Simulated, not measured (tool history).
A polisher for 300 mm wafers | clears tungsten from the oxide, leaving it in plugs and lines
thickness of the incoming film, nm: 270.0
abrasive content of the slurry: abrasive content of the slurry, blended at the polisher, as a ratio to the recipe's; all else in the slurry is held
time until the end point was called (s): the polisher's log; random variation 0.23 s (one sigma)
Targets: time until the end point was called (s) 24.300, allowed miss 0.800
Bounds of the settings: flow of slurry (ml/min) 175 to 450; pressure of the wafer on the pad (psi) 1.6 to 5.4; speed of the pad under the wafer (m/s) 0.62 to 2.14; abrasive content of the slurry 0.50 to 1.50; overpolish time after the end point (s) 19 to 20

run    day  flow of slurry (ml/min)  pressure of the wafer on the pad (psi)  speed of the pad under the wafer (m/s)  abrasive content of the slurry  overpolish time after the end point (s)  time until the end point was called (s)
  1  0.000                      290                                     3.5                                    1.38                            1.00                                       19                                   38.643
  2  0.250                      290                                     3.7                                    1.38                            1.00                                       19                                   37.385
  3  0.592                      325                                     3.7                                    1.38                            1.00                                       19                                   36.784
  4  0.858                      350                                     3.7                                    1.38                            1.00                                       19                                   36.704
  5  1.071                      350                                     3.7                                    1.38                            1.00                                       20                                   36.486
  6  1.354                      350                                     3.9                                    1.38                            1.00                                       20                                   34.906
  7  1.562                      350                                     4.1                                    1.38                            1.00                                       20                                   32.739
  8  1.600                      350                                     4.2                                    1.38                            1.00                                       20                                   32.134
  9  1.650                      350                                     4.3                                    1.38                            1.00                                       20                                   31.389
 10  1.700                      350                                     4.4                                    1.38                            1.00                                       20                                   30.574
 11  2.038                      350                                     4.5                                    1.38                            1.00                                       20                                   30.216
 12  2.371                      350                                     4.6                                    1.38                            1.00                                       20                                   29.422
 13  2.679                      350                                     4.7                                    1.38                            1.00                                       20                                   28.470
 14  2.950                      350                                     4.8                                    1.38                            1.00                                       20                                   28.080
 15  3.121                      350                                     4.9                                    1.38                            1.00                                       20                                   27.985

Which of these 5 next moves meets every target?
  A  3.292                      310                                     4.2                                    1.38                            0.95                                       20                                        ?
  B  3.292                      250                                     5.0                                    1.82                            0.70                                       20                                        ?
  C  3.292                      345                                     4.8                                    1.40                            0.95                                       20                                        ?
  D  3.292                      375                                     4.8                                    1.42                            1.10                                       19                                        ?
  E  3.292                      380                                     4.0                                    1.38                            1.35                                       19                                        ?

move  time until the end point was called (s)
   A                                   32.869
   B                                   24.301
   C                                   28.217
   D                                   26.273
   E                                   30.107
A: further off than the last run
B: meets every target
C: further off than the last run
D: nearer than the last run, and not there yet
E: further off than the last run
Move B is the one to make.

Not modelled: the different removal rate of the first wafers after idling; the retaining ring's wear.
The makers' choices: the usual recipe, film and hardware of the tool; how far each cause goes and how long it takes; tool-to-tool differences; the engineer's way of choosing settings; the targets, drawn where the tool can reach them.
